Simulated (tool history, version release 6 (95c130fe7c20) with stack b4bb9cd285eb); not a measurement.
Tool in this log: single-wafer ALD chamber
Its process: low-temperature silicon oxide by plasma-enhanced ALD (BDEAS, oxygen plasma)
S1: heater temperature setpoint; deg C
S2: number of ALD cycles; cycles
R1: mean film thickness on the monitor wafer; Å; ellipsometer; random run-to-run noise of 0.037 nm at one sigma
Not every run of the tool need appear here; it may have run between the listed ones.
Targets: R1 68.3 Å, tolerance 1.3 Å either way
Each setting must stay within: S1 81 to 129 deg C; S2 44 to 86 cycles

Run 1, day 0: S1 105 deg C, S2 65 cycles. Result: R1 86.521 Å.
Run 2, day 0.275: S1 116 deg C, S2 65 cycles. Result: R1 84.039 Å.
Run 3, day 0.346: S1 116 deg C, S2 59 cycles. Result: R1 76.348 Å.
Run 4, day 0.421: S1 125 deg C, S2 59 cycles. Result: R1 74.19 Å.
Run 5, day 0.729: S1 125 deg C, S2 65 cycles. Result: R1 82.271 Å.
Run 6, day 1.092: S1 125 deg C, S2 57 cycles. Result: R1 73.026 Å.
Run 7, day 1.121: S1 125 deg C, S2 56 cycles. Result: R1 71.058 Å.
Run 8, day 1.183: S1 126 deg C, S2 55 cycles. Result: R1 70.257 Å.

Which of these 4 next moves meets every target?
Run A, day 1.246: S1 128 deg C, S2 51 cycles. Result: R1 ?.
Run B, day 1.246: S1 129 deg C, S2 52 cycles. Result: R1 ?.
Run C, day 1.246: S1 125 deg C, S2 51 cycles. Result: R1 ?.
Run D, day 1.246: S1 128 deg C, S2 54 cycles. Result: R1 ?.

move      R1
   A  63.958
   B  65.068
   C   64.38
   D   67.72
A: moves the result that the last run missed by most past its target, out the other side
B: moves the result that the last run missed by most past its target, out the other side
C: moves the result that the last run missed by most past its target, out the other side
D: all results in spec
So the answer is move D, the one that meets all the targets.
